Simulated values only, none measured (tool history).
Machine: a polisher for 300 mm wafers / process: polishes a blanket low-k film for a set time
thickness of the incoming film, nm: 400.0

run    day  flow of slurry (ml/min)  pressure of the wafer on the pad (kPa)  speed of the pad under the wafer (cm/s)  abrasive content of the slurry  polishing time (s)  film removed (angstrom)
  1  0.000                      185                                    10.3                                      104                            1.00                  98                   298.23
  2  0.058                      185                                    11.0                                      104                            1.00                  98                   317.36
  3  0.121                      185                                     9.0                                      104                            1.00                  98                   273.93
  4  0.250                      185                                     9.0                                      104                            1.15                  98                   294.62
  5  0.475                      185                                     9.0                                       88                            1.15                  98                   259.26
  6  0.758                      230                                     9.0                                       88                            1.15                  98                   268.79
  7  0.908                      230                                    10.3                                       90                            1.15                  98                   304.10

Run 8, settings as shown, results not yet in. Your forecast:
  8  1.117                      235                                    13.1                                       94                            1.15                  98                        ?

Logged for run 8: film removed (angstrom) 372.81.
